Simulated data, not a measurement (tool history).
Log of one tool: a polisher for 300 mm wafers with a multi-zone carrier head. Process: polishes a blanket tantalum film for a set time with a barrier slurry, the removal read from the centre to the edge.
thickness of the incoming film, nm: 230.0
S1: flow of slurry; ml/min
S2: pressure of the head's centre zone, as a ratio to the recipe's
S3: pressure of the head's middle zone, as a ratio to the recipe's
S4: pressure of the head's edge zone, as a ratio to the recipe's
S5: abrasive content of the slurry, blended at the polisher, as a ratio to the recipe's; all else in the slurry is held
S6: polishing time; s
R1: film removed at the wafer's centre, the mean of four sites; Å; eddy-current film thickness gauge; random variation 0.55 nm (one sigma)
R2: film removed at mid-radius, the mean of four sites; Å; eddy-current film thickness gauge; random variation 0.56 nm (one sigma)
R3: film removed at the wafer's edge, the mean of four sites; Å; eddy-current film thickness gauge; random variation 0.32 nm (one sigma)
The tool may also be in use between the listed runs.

run,hour,S1,S2,S3,S4,S5,S6,R1,R2,R3
1,0.0,205,1.00,1.00,1.00,1.00,75,657.67,667.29,646.67
2,2.3,205,0.94,1.00,1.00,1.00,75,608.56,671.03,641.34
3,8.8,200,0.95,0.97,0.96,0.85,67,531.63,545.67,537.23
4,14.0,200,0.95,0.94,0.96,0.85,67,526.09,523.10,531.64
5,15.4,200,0.94,0.94,0.92,0.75,62,470.42,474.09,468.78
6,18.8,200,0.93,0.93,0.89,0.65,60,415.46,426.66,425.18
7,23.6,200,0.94,0.93,0.87,0.60,59,423.27,401.61,404.42

The next listed run, before its measurement:
8,26.2,195,0.93,0.94,0.85,0.55,59,?,?,?

{"run 8": {"R1": 387.07, "R2": 395.87, "R3": 383.48}}

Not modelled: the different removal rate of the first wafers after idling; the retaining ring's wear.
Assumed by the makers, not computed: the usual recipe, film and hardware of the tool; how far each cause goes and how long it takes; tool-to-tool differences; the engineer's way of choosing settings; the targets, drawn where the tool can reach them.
